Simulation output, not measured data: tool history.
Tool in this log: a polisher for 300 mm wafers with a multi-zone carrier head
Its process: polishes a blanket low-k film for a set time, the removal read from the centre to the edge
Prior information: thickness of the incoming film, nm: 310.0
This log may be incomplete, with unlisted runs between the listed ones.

run,hour,flow of slurry (ml/min),pressure of the head's centre zone,pressure of the head's middle zone,pressure of the head's edge zone,abrasive content of the slurry,polishing time (s),film removed at the wafer's centre (angstrom),film removed at mid-radius (angstrom),film removed at the wafer's edge (angstrom)
1,0.0,155,1.00,1.00,1.00,1.00,75,324.41,326.10,332.58
2,1.5,115,1.00,1.00,1.00,1.00,75,296.60,308.59,310.52
3,7.8,115,0.95,1.00,1.00,1.00,75,287.16,305.75,314.84
4,15.3,135,0.95,1.00,1.00,1.00,75,291.63,315.18,320.87
5,19.3,130,0.97,1.01,0.95,0.95,75,289.80,312.73,302.65
6,27.0,125,0.99,1.00,0.92,0.90,75,299.59,300.51,292.72
7,31.4,130,0.96,1.07,0.82,0.65,74,242.96,272.99,232.90
8,35.2,135,0.97,1.06,0.83,0.65,74,252.52,267.57,244.91

Run 9 comes next. What will it give?
9,41.7,140,0.98,1.07,0.83,0.65,74,?,?,?

Run 9 gave film removed at the wafer's centre (angstrom) 252.02, film removed at mid-radius (angstrom) 272.90, film removed at the wafer's edge (angstrom) 240.30.
